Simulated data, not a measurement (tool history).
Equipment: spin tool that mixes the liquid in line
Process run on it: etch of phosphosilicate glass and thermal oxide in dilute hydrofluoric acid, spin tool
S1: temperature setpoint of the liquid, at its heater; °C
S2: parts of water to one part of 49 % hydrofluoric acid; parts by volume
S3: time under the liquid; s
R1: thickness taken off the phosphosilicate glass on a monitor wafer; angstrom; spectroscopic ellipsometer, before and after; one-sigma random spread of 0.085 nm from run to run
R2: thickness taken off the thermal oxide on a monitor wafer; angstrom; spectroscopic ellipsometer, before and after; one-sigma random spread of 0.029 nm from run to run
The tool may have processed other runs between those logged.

| run | hour | S1 | S2 | S3 | R1 | R2 |
|---|---|---|---|---|---|---|
| 1 | 0 | 24 | 220 | 30 | 155.55 | 6.0262 |
| 2 | 0.7 | 24 | 295 | 30 | 105.48 | 3.6274 |
| 3 | 4.3 | 27.5 | 295 | 30 | 119.52 | 4.5961 |
| 4 | 10.3 | 30.5 | 295 | 30 | 132.2 | 4.851 |
| 5 | 15.2 | 28 | 295 | 30 | 122.57 | 4.8344 |
| 6 | 21.5 | 28 | 295 | 20 | 80.909 | 3.5146 |
| 7 | 27.1 | 28.5 | 290 | 20 | 84.851 | 3.6595 |
| 8 | 34.2 | 29 | 285 | 20 | 88.114 | 3.2893 |
| 9 | 39.4 | 29.5 | 280 | 20 | 90.84 | 3.6343 |
| 10 | 48.3 | 30 | 275 | 20 | 95.981 | 3.5974 |
| 11 | 55.9 | 30 | 270 | 20 | 97.653 | 3.6177 |
| 12 | 60.3 | 30 | 265 | 20 | 100.03 | 3.9388 |
| 13 | 62.3 | 30 | 260 | 20 | 102.55 | 4.2699 |

Estimate the outcome of run 14 from the log above:
| 14 | 67.8 | 31 | 255 | 20 | ? | ? |

Run 14 produced R1 109.18 angstrom, R2 4.0129 angstrom.
